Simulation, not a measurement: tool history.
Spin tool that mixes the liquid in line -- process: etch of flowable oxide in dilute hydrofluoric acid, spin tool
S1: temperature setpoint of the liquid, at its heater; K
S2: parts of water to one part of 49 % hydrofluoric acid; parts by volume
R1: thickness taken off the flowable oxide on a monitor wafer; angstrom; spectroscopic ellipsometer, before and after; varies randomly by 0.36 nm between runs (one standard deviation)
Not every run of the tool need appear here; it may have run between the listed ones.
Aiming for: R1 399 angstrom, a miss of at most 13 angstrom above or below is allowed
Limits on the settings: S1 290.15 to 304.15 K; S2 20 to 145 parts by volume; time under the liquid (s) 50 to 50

Run 1, hour 0: S1 296.15 K, S2 80 parts by volume, time under the liquid (s) 50. Result: R1 226.49 angstrom.
Run 2, hour 0.5: S1 297.65 K, S2 80 parts by volume, time under the liquid (s) 50. Result: R1 237.82 angstrom.
Run 3, hour 2.7: S1 298.65 K, S2 75 parts by volume, time under the liquid (s) 50. Result: R1 266.92 angstrom.
Run 4, hour 3.3: S1 299.65 K, S2 70 parts by volume, time under the liquid (s) 50. Result: R1 300.78 angstrom.
Run 5, hour 7: S1 300.65 K, S2 70 parts by volume, time under the liquid (s) 50. Result: R1 311.56 angstrom.
Run 6, hour 12.8: S1 301.15 K, S2 70 parts by volume, time under the liquid (s) 50. Result: R1 316.52 angstrom.
At hour 14.8: thermometer replaced.
Run 7, hour 14.8: S1 304.15 K, S2 60 parts by volume, time under the liquid (s) 50. Result: R1 462.25 angstrom.
Run 8, hour 15.8: S1 303.65 K, S2 60 parts by volume, time under the liquid (s) 50. Result: R1 454.6 angstrom.

Which single option among these 4 for the next run brings every result within its allowed miss of target? Just one does.
Run A, hour 16.8: S1 302.65 K, S2 55 parts by volume, time under the liquid (s) 50. Result: R1 ?.
Run B, hour 16.8: S1 301.15 K, S2 45 parts by volume, time under the liquid (s) 50. Result: R1 ?.
Run C, hour 16.8: S1 300.65 K, S2 60 parts by volume, time under the liquid (s) 50. Result: R1 ?.
Run D, hour 16.8: S1 303.65 K, S2 55 parts by volume, time under the liquid (s) 50. Result: R1 ?.

move      R1
   A  476.89
   B  557.48
   C  401.05
   D  495.89
A: misses by more than the last run did
B: misses by more than the last run did
C: meets every target
D: misses by more than the last run did
The move that meets every target is C.

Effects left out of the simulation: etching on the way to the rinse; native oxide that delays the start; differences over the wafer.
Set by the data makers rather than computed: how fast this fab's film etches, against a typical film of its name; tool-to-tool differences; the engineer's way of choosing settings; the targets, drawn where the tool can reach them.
